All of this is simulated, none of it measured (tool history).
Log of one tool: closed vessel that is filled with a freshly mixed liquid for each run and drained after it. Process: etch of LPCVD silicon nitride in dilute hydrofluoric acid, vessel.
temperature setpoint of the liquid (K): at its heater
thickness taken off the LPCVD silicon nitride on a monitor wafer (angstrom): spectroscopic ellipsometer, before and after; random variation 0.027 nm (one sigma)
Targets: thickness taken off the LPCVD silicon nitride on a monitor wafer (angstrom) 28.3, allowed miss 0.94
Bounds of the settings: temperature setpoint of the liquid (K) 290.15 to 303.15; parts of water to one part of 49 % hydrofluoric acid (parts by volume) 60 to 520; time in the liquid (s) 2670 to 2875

run	hour	temperature setpoint of the liquid (K)	parts of water to one part of 49 % hydrofluoric acid (parts by volume)	time in the liquid (s)	thickness taken off the LPCVD silicon nitride on a monitor wafer (angstrom)
1	0	295.15	290	2670	40.396
2	2.6	293.65	295	2670	36.036
3	5.4	293.65	295	2670	35.646
4	14.2	292.65	295	2670	33.6
5	22.1	292.65	205	2670	47.544
6	24.5	292.65	205	2875	51.221
7	31.8	292.15	245	2870	41.39
8	39.7	291.65	265	2865	36.797
9	43.2	291.15	275	2865	35.085
10	50.9	290.65	285	2865	32.583
11	54.9	290.65	295	2865	31.396
12	59.3	290.65	300	2865	31.422
13	60.7	290.65	305	2865	30.303
14	66.8	290.65	310	2865	30.646

Which of these 4 next moves meets every target?
A	72.9	291.15	315	2875	?
B	72.9	290.15	270	2690	?
C	72.9	290.15	270	2855	?
D	72.9	291.15	315	2670	?

move	thickness taken off the LPCVD silicon nitride on a monitor wafer (angstrom)
A	30.748
B	31.215
C	33.129
D	28.555
A: as far off as the last run
B: further off than the last run
C: further off than the last run
D: meets every target
The right move is D.
